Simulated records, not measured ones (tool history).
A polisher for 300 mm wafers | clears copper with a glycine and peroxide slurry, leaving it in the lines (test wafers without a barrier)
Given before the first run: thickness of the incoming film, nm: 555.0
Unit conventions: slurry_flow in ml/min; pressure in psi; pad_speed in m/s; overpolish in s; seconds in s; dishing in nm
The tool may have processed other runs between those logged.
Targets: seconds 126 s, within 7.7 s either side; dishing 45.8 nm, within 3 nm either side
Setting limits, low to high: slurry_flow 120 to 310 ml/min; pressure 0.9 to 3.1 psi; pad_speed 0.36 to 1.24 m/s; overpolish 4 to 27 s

Run 1, hour 0: slurry_flow 200 ml/min, pressure 2 psi, pad_speed 0.8 m/s, overpolish 14 s. Result: seconds 155.87 s, dishing 34.197 nm.
Run 2, hour 6.2: slurry_flow 200 ml/min, pressure 2 psi, pad_speed 0.8 m/s, overpolish 9 s. Result: seconds 155.36 s, dishing 22.611 nm.
Run 3, hour 12.8: slurry_flow 200 ml/min, pressure 2 psi, pad_speed 0.8 m/s, overpolish 4 s. Result: seconds 155.15 s, dishing 10.324 nm.
Run 4, hour 15.1: slurry_flow 200 ml/min, pressure 2 psi, pad_speed 0.84 m/s, overpolish 6 s. Result: seconds 151.96 s, dishing 16.309 nm.
Run 5, hour 22.8: slurry_flow 200 ml/min, pressure 1.5 psi, pad_speed 0.84 m/s, overpolish 6 s. Result: seconds 184.41 s, dishing 13.93 nm.
Run 6, hour 29: slurry_flow 200 ml/min, pressure 1.5 psi, pad_speed 0.9 m/s, overpolish 7 s. Result: seconds 167.23 s, dishing 16.802 nm.
Run 7, hour 33.1: slurry_flow 200 ml/min, pressure 1.5 psi, pad_speed 0.92 m/s, overpolish 8 s. Result: seconds 171.16 s, dishing 19.267 nm.
Run 8, hour 41.7: slurry_flow 205 ml/min, pressure 2.1 psi, pad_speed 1.06 m/s, overpolish 14 s. Result: seconds 124.21 s, dishing 41.708 nm.

Pick the move, out of 4, that brings all results within their allowed miss; only one does.
Run A, hour 50.3: slurry_flow 215 ml/min, pressure 2 psi, pad_speed 1.08 m/s, overpolish 16 s. Result: seconds ?, dishing ?.
Run B, hour 50.3: slurry_flow 225 ml/min, pressure 2 psi, pad_speed 1.12 m/s, overpolish 13 s. Result: seconds ?, dishing ?.
Run C, hour 50.3: slurry_flow 200 ml/min, pressure 2 psi, pad_speed 1.12 m/s, overpolish 13 s. Result: seconds ?, dishing ?.
Run D, hour 50.3: slurry_flow 195 ml/min, pressure 2.1 psi, pad_speed 1.02 m/s, overpolish 14 s. Result: seconds ?, dishing ?.

move  seconds  dishing
   A   121.65   44.609
   B   117.51   38.525
   C   119.43   37.996
   D   125.22    39.02
A: all results in spec
B: moves away from the targets compared with the last run
C: moves away from the targets compared with the last run
D: moves away from the targets compared with the last run
Go with A: it meets all targets.
